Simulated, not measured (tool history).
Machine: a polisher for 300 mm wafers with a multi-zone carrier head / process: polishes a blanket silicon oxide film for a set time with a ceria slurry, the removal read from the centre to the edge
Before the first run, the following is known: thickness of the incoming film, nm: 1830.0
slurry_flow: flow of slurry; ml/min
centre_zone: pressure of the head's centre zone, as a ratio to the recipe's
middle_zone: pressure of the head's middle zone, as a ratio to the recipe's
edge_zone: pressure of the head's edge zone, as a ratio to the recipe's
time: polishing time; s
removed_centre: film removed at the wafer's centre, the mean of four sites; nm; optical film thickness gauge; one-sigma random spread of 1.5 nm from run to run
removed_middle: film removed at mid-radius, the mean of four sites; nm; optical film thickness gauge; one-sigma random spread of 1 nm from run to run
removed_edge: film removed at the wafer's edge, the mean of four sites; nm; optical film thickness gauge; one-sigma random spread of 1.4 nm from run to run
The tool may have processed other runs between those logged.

Run 1, hour 0.0: slurry_flow 165 ml/min, centre_zone 1.00, middle_zone 1.00, edge_zone 1.00, time 86 s. Result: removed_centre 244.56 nm, removed_middle 247.82 nm, removed_edge 238.86 nm.
Run 2, hour 0.8: slurry_flow 165 ml/min, centre_zone 1.00, middle_zone 0.95, edge_zone 1.00, time 86 s. Result: removed_centre 238.81 nm, removed_middle 237.55 nm, removed_edge 244.80 nm.
Run 3, hour 3.1: slurry_flow 195 ml/min, centre_zone 1.00, middle_zone 0.95, edge_zone 1.00, time 86 s. Result: removed_centre 246.18 nm, removed_middle 241.74 nm, removed_edge 243.55 nm.
Run 4, hour 4.9: slurry_flow 195 ml/min, centre_zone 0.93, middle_zone 0.95, edge_zone 1.00, time 86 s. Result: removed_centre 229.00 nm, removed_middle 243.56 nm, removed_edge 246.59 nm.
Run 5, hour 6.0: slurry_flow 195 ml/min, centre_zone 0.93, middle_zone 1.01, edge_zone 1.00, time 86 s. Result: removed_centre 232.01 nm, removed_middle 252.05 nm, removed_edge 244.88 nm.
Run 6, hour 10.3: slurry_flow 195 ml/min, centre_zone 0.93, middle_zone 1.01, edge_zone 0.92, time 86 s. Result: removed_centre 229.69 nm, removed_middle 256.61 nm, removed_edge 237.07 nm.
Run 7, hour 11.7: slurry_flow 195 ml/min, centre_zone 0.95, middle_zone 1.00, edge_zone 0.91, time 80 s. Result: removed_centre 221.49 nm, removed_middle 234.55 nm, removed_edge 218.90 nm.
Run 8, hour 14.5: slurry_flow 150 ml/min, centre_zone 0.98, middle_zone 0.97, edge_zone 0.81, time 56 s. Result: removed_centre 149.90 nm, removed_middle 155.87 nm, removed_edge 140.89 nm.
Run 9, hour 21.9: slurry_flow 200 ml/min, centre_zone 1.02, middle_zone 0.95, edge_zone 0.86, time 56 s. Result: removed_centre 164.45 nm, removed_middle 159.24 nm, removed_edge 151.26 nm.

Forecast run 10:
Run 10, hour 27.0: slurry_flow 205 ml/min, centre_zone 1.02, middle_zone 0.95, edge_zone 0.86, time 56 s. Result: removed_centre ?, removed_middle ?, removed_edge ?.

Run 10 measured removed_centre 162.61 nm, removed_middle 159.46 nm, removed_edge 152.72 nm.

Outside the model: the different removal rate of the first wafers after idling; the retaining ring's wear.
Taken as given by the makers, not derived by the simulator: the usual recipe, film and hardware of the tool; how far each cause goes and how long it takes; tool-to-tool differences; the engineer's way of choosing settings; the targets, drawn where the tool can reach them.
